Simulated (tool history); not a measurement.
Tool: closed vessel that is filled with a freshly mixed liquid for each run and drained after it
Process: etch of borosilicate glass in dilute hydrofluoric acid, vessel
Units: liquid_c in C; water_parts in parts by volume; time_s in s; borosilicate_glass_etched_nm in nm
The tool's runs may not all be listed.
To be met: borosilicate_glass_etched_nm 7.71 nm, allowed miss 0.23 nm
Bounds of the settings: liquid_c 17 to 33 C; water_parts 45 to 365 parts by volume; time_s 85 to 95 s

run	hour	liquid_c	water_parts	time_s	borosilicate_glass_etched_nm
1	0	25	205	85	14.722
2	7.2	25	160	85	20.352
3	10.2	25	160	85	19.852
4	14.9	25	195	85	15.868
5	21.6	23	215	85	13.021
6	26.7	21.5	230	85	11.313
7	28.2	20.5	240	85	10.485
8	29	19.5	250	85	9.6835
9	37.3	17	285	85	7.3931

4 next moves are on the table. One of them brings every result within its allowed miss. Which?
A	45.6	19.5	295	85	?
B	45.6	17	300	85	?
C	45.6	17	295	85	?
D	45.6	22	355	90	?

move	borosilicate_glass_etched_nm
A	7.7296
B	6.8896
C	7.0349
D	7.0678
A: meets every target
B: further off than the last run
C: further off than the last run
D: further off than the last run
The right move is A.

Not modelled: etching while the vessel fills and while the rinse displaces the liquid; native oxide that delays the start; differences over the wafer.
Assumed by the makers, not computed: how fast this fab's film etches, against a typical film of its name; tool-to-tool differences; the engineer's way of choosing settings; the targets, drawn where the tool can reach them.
